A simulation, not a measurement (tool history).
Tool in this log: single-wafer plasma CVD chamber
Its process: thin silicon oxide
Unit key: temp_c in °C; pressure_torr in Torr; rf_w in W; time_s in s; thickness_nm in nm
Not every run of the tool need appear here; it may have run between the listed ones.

run 1 hour=0 | temp_c=410 pressure_torr=0.686 rf_w=345 time_s=11.59 | thickness_nm=18.852
run 2 hour=4.3 | temp_c=410 pressure_torr=0.674 rf_w=345 time_s=11.59 | thickness_nm=18.417
run 3 hour=9.6 | temp_c=410 pressure_torr=0.674 rf_w=315 time_s=11.59 | thickness_nm=17.605
run 4 hour=11.8 | temp_c=410 pressure_torr=0.674 rf_w=315 time_s=11.95 | thickness_nm=18.187
run 5 hour=16.3 | temp_c=410 pressure_torr=0.666 rf_w=315 time_s=11.95 | thickness_nm=18.042
run 6 hour=19.7 | temp_c=410 pressure_torr=0.658 rf_w=315 time_s=11.95 | thickness_nm=17.76
run 7 hour=28.6 | temp_c=410 pressure_torr=0.652 rf_w=315 time_s=11.95 | thickness_nm=17.54

What does the tool deliver on the next run?
run 8 hour=30.8 | temp_c=410 pressure_torr=0.647 rf_w=315 time_s=11.95 | thickness_nm=?

Run 8 produced thickness_nm 17.505 nm.
